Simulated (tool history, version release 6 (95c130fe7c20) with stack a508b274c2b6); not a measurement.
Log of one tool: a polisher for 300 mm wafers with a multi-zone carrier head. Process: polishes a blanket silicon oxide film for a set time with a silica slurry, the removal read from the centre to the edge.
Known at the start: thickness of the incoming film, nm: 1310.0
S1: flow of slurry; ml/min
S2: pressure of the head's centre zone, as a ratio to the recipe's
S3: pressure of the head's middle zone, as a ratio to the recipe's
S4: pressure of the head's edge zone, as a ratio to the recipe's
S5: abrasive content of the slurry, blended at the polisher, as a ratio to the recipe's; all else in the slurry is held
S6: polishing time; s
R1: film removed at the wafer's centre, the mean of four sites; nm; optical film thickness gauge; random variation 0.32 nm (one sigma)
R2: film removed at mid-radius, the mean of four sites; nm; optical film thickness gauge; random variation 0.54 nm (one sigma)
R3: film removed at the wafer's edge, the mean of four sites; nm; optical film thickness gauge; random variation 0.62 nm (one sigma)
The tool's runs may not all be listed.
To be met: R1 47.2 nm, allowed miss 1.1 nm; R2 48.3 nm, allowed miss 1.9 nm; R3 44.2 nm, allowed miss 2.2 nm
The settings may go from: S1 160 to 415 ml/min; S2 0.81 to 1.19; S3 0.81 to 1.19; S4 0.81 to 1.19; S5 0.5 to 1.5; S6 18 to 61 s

run,hour,S1,S2,S3,S4,S5,S6,R1,R2,R3
1,0,265,1,1,1,1,39,97.407,96.876,100.86
2,3.7,265,1,1,1,1,45,113.13,113.4,116.12
3,9.6,225,1,1,1,1,45,108.73,110.33,113.15
4,11,225,1,1,1,0.8,45,104.22,104.02,105.56
5,11.8,220,0.99,1.01,0.94,0.7,36,78.926,80.585,77
6,13.8,220,0.99,1.01,0.94,0.8,36,81.228,85.911,82.128
7,14.9,230,0.98,0.99,0.9,0.7,30,64.993,66.354,64.509
8,18.3,220,0.98,0.99,0.87,0.65,27,56.854,58.271,56.673
9,22,230,0.99,1,0.85,0.6,25,52.704,53.169,49.536

5 next moves are on the table. One of them brings every result within its allowed miss. Which?
A,25.7,230,1.08,0.98,0.82,0.6,22,?,?,?
B,25.7,245,1.11,1.15,0.81,0.6,20,?,?,?
C,25.7,415,0.98,1,0.81,0.55,22,?,?,?
D,25.7,260,0.87,1.03,1.02,0.6,23,?,?,?
E,25.7,205,0.86,1.14,0.81,0.7,23,?,?,?

move,R1,R2,R3
A,49.355,46.338,44.706
B,46.177,48.384,40.566
C,47.924,48.646,45.298
D,45.294,51.186,52.229
E,45.494,56.463,47.916
A: nearer than the last run, and not there yet
B: brings the result that was furthest off to its target, and leaves another outside
C: meets every target
D: takes the result that was furthest off past its target
E: takes the result that was furthest off past its target
Move C is the one to make.

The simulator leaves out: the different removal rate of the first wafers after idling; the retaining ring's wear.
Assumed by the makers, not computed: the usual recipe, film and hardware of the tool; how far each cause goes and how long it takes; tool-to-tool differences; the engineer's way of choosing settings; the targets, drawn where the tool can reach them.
